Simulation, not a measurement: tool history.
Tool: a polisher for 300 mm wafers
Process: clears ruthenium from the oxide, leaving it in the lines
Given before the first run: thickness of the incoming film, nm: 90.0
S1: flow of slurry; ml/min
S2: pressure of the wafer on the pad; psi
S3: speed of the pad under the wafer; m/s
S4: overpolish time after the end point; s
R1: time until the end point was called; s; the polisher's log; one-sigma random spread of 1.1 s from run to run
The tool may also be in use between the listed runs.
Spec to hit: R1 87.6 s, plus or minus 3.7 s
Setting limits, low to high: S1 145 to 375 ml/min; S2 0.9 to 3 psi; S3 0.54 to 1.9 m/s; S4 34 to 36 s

run  hour   S1   S2    S3  S4      R1
  1     0  240  1.9  1.22  34  66.394
  2   7.8  240  1.9  1.22  34  66.487
  3   9.4  240  1.9  1.44  34  56.441
  4  17.7  240  1.8  1.44  34  58.824
  5  23.5  240  1.7  1.44  34  64.475
  6  28.7  240  1.6  1.44  34  65.391
  7  31.1  240  1.5  1.44  34  70.999
  8  39.9  240  1.3  1.44  34  81.502

Exercise: of the 4 proposed moves below, exactly one satisfies all targets within the stated allowed misses. Which move is it?
  A  48.7  330  1.1  1.36  36   ?
  B  48.7  290    1  1.46  36   ?
  C  48.7  190  1.7  1.08  36   ?
  D  48.7  240  1.2  1.26  34   ?

move      R1
   A  96.844
   B  100.09
   C   85.17
   D  99.199
A: the result that was furthest off in the last run now lies on the other side of its target
B: the result that was furthest off in the last run now lies on the other side of its target
C: hits every target within its allowed miss
D: the result that was furthest off in the last run now lies on the other side of its target
Correct choice: C, which meets every target
